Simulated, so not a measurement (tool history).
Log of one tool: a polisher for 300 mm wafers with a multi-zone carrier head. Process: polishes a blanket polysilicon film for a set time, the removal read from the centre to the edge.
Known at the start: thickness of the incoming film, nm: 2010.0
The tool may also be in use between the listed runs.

run,hour,flow of slurry (ml/min),pressure of the head's centre zone,pressure of the head's middle zone,pressure of the head's edge zone,polishing time (s),film removed at the wafer's centre (nm),film removed at mid-radius (nm),film removed at the wafer's edge (nm)
1,0,195,1,1,1,67,453.44,468.29,462.61
2,1.2,195,1,1,1,58,392.09,408.01,405.66
3,2.1,195,0.94,1,1,58,365.82,407.47,406.7
4,9,170,0.94,1,1,58,361.33,394.94,395.91
5,15.6,200,0.98,1.02,1.05,64,427.04,447.45,458.45
# hour 16.3: slurry nozzle cleaned
6,16.3,220,1,1.06,1.08,68,494.75,528.1,517.95
7,22.2,235,1.01,1.07,1.11,70,516.27,550.99,532.52
8,30.3,220,1.02,1.08,1.13,74,548.02,601.67,575.73
9,35,230,1.03,1.07,1.15,76,569.42,584.13,586.45
10,40.2,235,1.03,1.08,1.16,78,584.43,615.13,609.14

The next listed run, before its measurement:
11,40.8,240,1.04,1.08,1.17,79,?,?,?

{"run 11": {"film removed at the wafer's centre (nm)": 606.79, "film removed at mid-radius (nm)": 627.27, "film removed at the wafer's edge (nm)": 624.38}}

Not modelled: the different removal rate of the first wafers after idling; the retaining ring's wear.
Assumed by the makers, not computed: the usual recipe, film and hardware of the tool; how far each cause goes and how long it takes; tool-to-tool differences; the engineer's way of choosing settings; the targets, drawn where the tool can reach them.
